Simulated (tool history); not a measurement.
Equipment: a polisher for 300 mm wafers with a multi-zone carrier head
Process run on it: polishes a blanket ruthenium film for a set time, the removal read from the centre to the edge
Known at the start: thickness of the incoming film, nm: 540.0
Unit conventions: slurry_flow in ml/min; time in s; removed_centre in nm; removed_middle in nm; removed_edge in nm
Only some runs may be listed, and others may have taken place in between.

Run 1, day 0.000: slurry_flow 210 ml/min, centre_zone 1.00, middle_zone 1.00, edge_zone 1.00, time 74 s. Result: removed_centre 85.963 nm, removed_middle 90.495 nm, removed_edge 88.794 nm.
Run 2, day 0.288: slurry_flow 210 ml/min, centre_zone 1.00, middle_zone 1.00, edge_zone 0.92, time 74 s. Result: removed_centre 86.014 nm, removed_middle 89.702 nm, removed_edge 85.067 nm.
Run 3, day 0.638: slurry_flow 215 ml/min, centre_zone 1.03, middle_zone 0.97, edge_zone 0.98, time 80 s. Result: removed_centre 96.575 nm, removed_middle 95.491 nm, removed_edge 98.058 nm.
Run 4, day 0.767: slurry_flow 215 ml/min, centre_zone 1.11, middle_zone 0.97, edge_zone 0.98, time 80 s. Result: removed_centre 103.500 nm, removed_middle 93.400 nm, removed_edge 94.176 nm.
Run 5, day 1.125: slurry_flow 215 ml/min, centre_zone 1.11, middle_zone 0.97, edge_zone 1.06, time 80 s. Result: removed_centre 104.170 nm, removed_middle 95.879 nm, removed_edge 99.264 nm.
Run 6, day 1.438: slurry_flow 170 ml/min, centre_zone 1.11, middle_zone 0.97, edge_zone 1.06, time 80 s. Result: removed_centre 100.160 nm, removed_middle 89.789 nm, removed_edge 96.656 nm.
Run 7, day 1.729: slurry_flow 190 ml/min, centre_zone 1.12, middle_zone 0.95, edge_zone 1.09, time 84 s. Result: removed_centre 107.000 nm, removed_middle 95.439 nm, removed_edge 102.710 nm.
Run 8, day 1.808: slurry_flow 190 ml/min, centre_zone 1.12, middle_zone 0.92, edge_zone 1.11, time 89 s. Result: removed_centre 114.040 nm, removed_middle 100.970 nm, removed_edge 112.670 nm.
Run 9, day 1.975: slurry_flow 205 ml/min, centre_zone 1.13, middle_zone 0.89, edge_zone 1.13, time 91 s. Result: removed_centre 119.440 nm, removed_middle 99.795 nm, removed_edge 114.710 nm.

Run 10 comes next. What will it give?
Run 10, day 2.029: slurry_flow 205 ml/min, centre_zone 1.13, middle_zone 0.88, edge_zone 1.14, time 94 s. Result: removed_centre ?, removed_middle ?, removed_edge ?.

Run 10 measured removed_centre 122.860 nm, removed_middle 100.240 nm, removed_edge 120.330 nm.
